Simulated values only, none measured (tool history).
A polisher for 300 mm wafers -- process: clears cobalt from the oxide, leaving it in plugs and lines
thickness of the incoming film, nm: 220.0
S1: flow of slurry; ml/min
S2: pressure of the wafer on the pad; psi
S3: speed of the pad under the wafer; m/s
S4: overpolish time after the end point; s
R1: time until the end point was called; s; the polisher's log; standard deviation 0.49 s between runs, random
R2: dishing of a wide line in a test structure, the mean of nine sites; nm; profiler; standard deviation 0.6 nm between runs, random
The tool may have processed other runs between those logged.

{"run": 1, "hour": 0.0, "S1": 265, "S2": 1.5, "S3": 1.22, "S4": 22, "R1": 59.093, "R2": 58.087}
{"run": 2, "hour": 7.9, "S1": 265, "S2": 1.5, "S3": 1.22, "S4": 20, "R1": 58.678, "R2": 54.184}
{"run": 3, "hour": 10.3, "S1": 265, "S2": 1.5, "S3": 1.22, "S4": 14, "R1": 58.896, "R2": 44.347}
{"run": 4, "hour": 18.8, "S1": 265, "S2": 1.5, "S3": 0.96, "S4": 14, "R1": 74.359, "R2": 37.902}
{"run": 5, "hour": 23.9, "S1": 265, "S2": 1.5, "S3": 1.08, "S4": 14, "R1": 66.475, "R2": 39.545}
{"run": 6, "hour": 32.9, "S1": 265, "S2": 1.6, "S3": 1.08, "S4": 14, "R1": 63.353, "R2": 41.584}
{"run": 7, "hour": 36.9, "S1": 265, "S2": 1.7, "S3": 1.08, "S4": 13, "R1": 58.882, "R2": 42.101}
{"run": 8, "hour": 37.9, "S1": 265, "S2": 1.8, "S3": 1.08, "S4": 12, "R1": 55.662, "R2": 40.322}
{"run": 9, "hour": 39.9, "S1": 265, "S2": 2.0, "S3": 1.08, "S4": 12, "R1": 51.043, "R2": 42.998}

Predict the results of run 10:
{"run": 10, "hour": 47.4, "S1": 265, "S2": 2.2, "S3": 1.1, "S4": 11, "R1": "?", "R2": "?"}

{"run 10": {"R1": 45.596, "R2": 44.574}}
